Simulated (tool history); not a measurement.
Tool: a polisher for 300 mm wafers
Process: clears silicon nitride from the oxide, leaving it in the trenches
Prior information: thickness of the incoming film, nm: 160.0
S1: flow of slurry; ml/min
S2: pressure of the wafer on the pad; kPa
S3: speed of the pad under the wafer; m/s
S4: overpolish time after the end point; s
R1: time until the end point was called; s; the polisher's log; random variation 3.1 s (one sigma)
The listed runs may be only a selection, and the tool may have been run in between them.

run	hour	S1	S2	S3	S4	R1
1	0	150	19.3	1.1	8	185.5
2	6.2	185	19.3	1.1	8	178.06
3	8.1	185	19.3	1.32	8	147.48
4	13.9	185	19.3	1.32	8	149.71
5	21.7	185	19.3	1.32	8	145.72
6	23.3	185	16.5	1.3	8	169.12
7	25.9	185	14.5	1.28	8	187.16

The next listed run, before its measurement:
8	30	185	13.1	1.26	8	?

{"run 8": {"R1": 203.64}}

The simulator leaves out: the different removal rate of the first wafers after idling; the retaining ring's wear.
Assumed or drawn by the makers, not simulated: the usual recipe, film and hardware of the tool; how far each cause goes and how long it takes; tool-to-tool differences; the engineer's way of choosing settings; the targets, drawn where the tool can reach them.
